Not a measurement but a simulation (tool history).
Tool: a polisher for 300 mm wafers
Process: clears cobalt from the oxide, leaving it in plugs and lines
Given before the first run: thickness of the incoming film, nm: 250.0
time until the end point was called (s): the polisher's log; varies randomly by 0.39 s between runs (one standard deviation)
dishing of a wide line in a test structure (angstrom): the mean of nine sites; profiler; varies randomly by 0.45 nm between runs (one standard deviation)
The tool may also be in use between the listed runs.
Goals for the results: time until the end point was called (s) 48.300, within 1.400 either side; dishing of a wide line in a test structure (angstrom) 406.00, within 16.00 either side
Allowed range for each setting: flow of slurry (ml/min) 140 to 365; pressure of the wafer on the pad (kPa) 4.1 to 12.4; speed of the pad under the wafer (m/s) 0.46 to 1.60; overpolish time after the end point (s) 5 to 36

| run | hour | flow of slurry (ml/min) | pressure of the wafer on the pad (kPa) | speed of the pad under the wafer (m/s) | overpolish time after the end point (s) | time until the end point was called (s) | dishing of a wide line in a test structure (angstrom) |
|---|---|---|---|---|---|---|---|
| 1 | 0.0 | 235 | 8.3 | 1.02 | 18 | 68.654 | 384.65 |
| 2 | 7.9 | 235 | 6.9 | 1.02 | 18 | 83.640 | 338.85 |
| 3 | 13.7 | 235 | 6.9 | 1.02 | 26 | 82.830 | 426.80 |
| 4 | 22.6 | 235 | 6.9 | 1.02 | 34 | 83.956 | 466.77 |
| 5 | 24.3 | 235 | 5.5 | 1.02 | 34 | 103.630 | 436.95 |
| 6 | 30.7 | 240 | 6.9 | 1.02 | 28 | 83.325 | 439.30 |
| 7 | 33.3 | 255 | 7.6 | 1.02 | 22 | 74.992 | 413.30 |
| 8 | 39.4 | 290 | 9.7 | 1.06 | 13 | 57.823 | 363.84 |
| 9 | 45.1 | 290 | 10.3 | 1.06 | 13 | 53.259 | 372.65 |

Consider the 5 candidate settings below. Which is the only one whose results all fall within their allowed miss of target?
| A | 50.8 | 365 | 10.3 | 1.06 | 19 | ? | ? |
| B | 50.8 | 245 | 11.0 | 1.12 | 12 | ? | ? |
| C | 50.8 | 325 | 11.0 | 1.08 | 14 | ? | ? |
| D | 50.8 | 285 | 9.7 | 1.20 | 15 | ? | ? |
| E | 50.8 | 315 | 10.3 | 1.30 | 16 | ? | ? |

| move | time until the end point was called (s) | dishing of a wide line in a test structure (angstrom) |
|---|---|---|
| A | 51.480 | 451.07 |
| B | 47.978 | 374.13 |
| C | 48.052 | 405.31 |
| D | 50.797 | 408.17 |
| E | 44.002 | 447.54 |
A: better than the last run, though not everything is in spec
B: brings the last run's worst result on target, with another outside its allowed miss
C: each result inside its tolerance
D: better than the last run, though not everything is in spec
E: moves the result that the last run missed by most past its target, out the other side
So the answer is move C, the one that meets all the targets.
